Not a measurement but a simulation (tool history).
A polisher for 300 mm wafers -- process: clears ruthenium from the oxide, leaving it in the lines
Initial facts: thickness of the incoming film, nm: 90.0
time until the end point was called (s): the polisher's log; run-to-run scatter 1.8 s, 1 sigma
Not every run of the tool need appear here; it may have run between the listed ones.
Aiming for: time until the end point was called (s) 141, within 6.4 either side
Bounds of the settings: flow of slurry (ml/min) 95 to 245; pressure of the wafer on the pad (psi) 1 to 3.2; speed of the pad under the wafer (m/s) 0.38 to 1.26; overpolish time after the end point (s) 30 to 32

run	hour	flow of slurry (ml/min)	pressure of the wafer on the pad (psi)	speed of the pad under the wafer (m/s)	overpolish time after the end point (s)	time until the end point was called (s)
1	0	155	2.1	0.82	30	102.82
2	8.9	155	2	0.82	30	110.4
3	12.3	155	1.9	0.82	30	114.6
4	14	155	1.9	1	30	97.301
5	18.9	155	1.8	1	30	100.88
6	22.3	155	2	1	30	88.365
7	28.4	155	1.9	1	30	96.683
8	30.4	155	1.8	1	30	100.41
9	34.3	155	1.7	1	30	106.39
10	37.8	155	1.6	1	30	114.12
11	41.3	155	1.5	1	30	121.3
12	49.1	150	1.4	1	30	128.05

Which single option among these 4 for the next run brings every result within its allowed miss of target? Just one does.
A	56.9	165	1.4	1.02	32	?
B	56.9	135	1.4	0.8	32	?
C	56.9	145	1.2	1.04	30	?
D	56.9	145	1.2	0.92	30	?

move	time until the end point was called (s)
A	125.46
B	162.23
C	144.48
D	162.82
A: moves away from the targets compared with the last run
B: carries the result that was furthest off beyond its target, to the other side
C: hits every target within its allowed miss
D: carries the result that was furthest off beyond its target, to the other side
C meets every target.

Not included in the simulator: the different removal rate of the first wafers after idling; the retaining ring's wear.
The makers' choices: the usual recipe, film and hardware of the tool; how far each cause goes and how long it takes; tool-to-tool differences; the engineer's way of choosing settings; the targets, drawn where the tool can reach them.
